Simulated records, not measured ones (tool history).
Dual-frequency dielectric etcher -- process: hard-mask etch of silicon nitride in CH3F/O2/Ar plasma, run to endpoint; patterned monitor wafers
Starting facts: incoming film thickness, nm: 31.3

Run 1, hour 0: source power (W) 500, bias power (W) 95. Result: endpoint time (s) 37.139.
Run 2, hour 3.3: source power (W) 500, bias power (W) 104. Result: endpoint time (s) 35.41.
Run 3, hour 9.6: source power (W) 500, bias power (W) 95. Result: endpoint time (s) 36.685.
Run 4, hour 10.9: source power (W) 500, bias power (W) 80. Result: endpoint time (s) 40.468.
Run 5, hour 19: source power (W) 460, bias power (W) 80. Result: endpoint time (s) 41.856.
Run 6, hour 25: source power (W) 490, bias power (W) 83. Result: endpoint time (s) 39.7.
Run 7, hour 27.4: source power (W) 520, bias power (W) 85. Result: endpoint time (s) 38.363.

What does the tool deliver on the next run?
Run 8, hour 30.7: source power (W) 540, bias power (W) 86. Result: endpoint time (s) ?.

endpoint time (s): 37.209
